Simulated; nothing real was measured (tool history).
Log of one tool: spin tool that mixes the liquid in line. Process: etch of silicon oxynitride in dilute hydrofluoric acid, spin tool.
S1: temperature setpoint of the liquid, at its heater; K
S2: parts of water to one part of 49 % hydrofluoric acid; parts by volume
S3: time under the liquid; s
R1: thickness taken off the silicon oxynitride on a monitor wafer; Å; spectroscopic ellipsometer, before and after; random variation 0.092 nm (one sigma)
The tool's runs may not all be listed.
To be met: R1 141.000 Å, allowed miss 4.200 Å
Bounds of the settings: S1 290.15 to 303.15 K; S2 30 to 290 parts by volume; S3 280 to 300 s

Run 1, hour 0.0: S1 295.15 K, S2 160 parts by volume, S3 280 s. Result: R1 72.612 Å.
Run 2, hour 8.4: S1 295.15 K, S2 105 parts by volume, S3 280 s. Result: R1 114.900 Å.
Run 3, hour 12.1: S1 295.15 K, S2 70 parts by volume, S3 280 s. Result: R1 178.400 Å.
Run 4, hour 14.2: S1 294.15 K, S2 70 parts by volume, S3 280 s. Result: R1 168.810 Å.
Run 5, hour 18.5: S1 293.15 K, S2 70 parts by volume, S3 280 s. Result: R1 160.890 Å.
Run 6, hour 20.9: S1 293.15 K, S2 70 parts by volume, S3 300 s. Result: R1 172.190 Å.
Run 7, hour 26.9: S1 292.65 K, S2 70 parts by volume, S3 300 s. Result: R1 166.520 Å.
Run 8, hour 34.7: S1 292.15 K, S2 70 parts by volume, S3 300 s. Result: R1 162.310 Å.
Run 9, hour 40.3: S1 291.65 K, S2 70 parts by volume, S3 300 s. Result: R1 157.940 Å.
Run 10, hour 41.0: S1 291.15 K, S2 70 parts by volume, S3 300 s. Result: R1 156.590 Å.
Run 11, hour 48.7: S1 290.15 K, S2 80 parts by volume, S3 300 s. Result: R1 127.050 Å.

5 next moves are on the table. One of them brings every result within its allowed miss. Which?
Run A, hour 56.4: S1 291.65 K, S2 80 parts by volume, S3 290 s. Result: R1 ?.
Run B, hour 56.4: S1 290.15 K, S2 80 parts by volume, S3 280 s. Result: R1 ?.
Run C, hour 56.4: S1 290.15 K, S2 70 parts by volume, S3 285 s. Result: R1 ?.
Run D, hour 56.4: S1 290.65 K, S2 80 parts by volume, S3 300 s. Result: R1 ?.
Run E, hour 56.4: S1 291.15 K, S2 70 parts by volume, S3 290 s. Result: R1 ?.

move       R1
   A  132.460
   B  118.590
   C  138.850
   D  130.310
   E  148.640
A: nearer than the last run, and not there yet
B: further off than the last run
C: meets every target
D: nearer than the last run, and not there yet
E: takes the result that was furthest off past its target
Answer: C
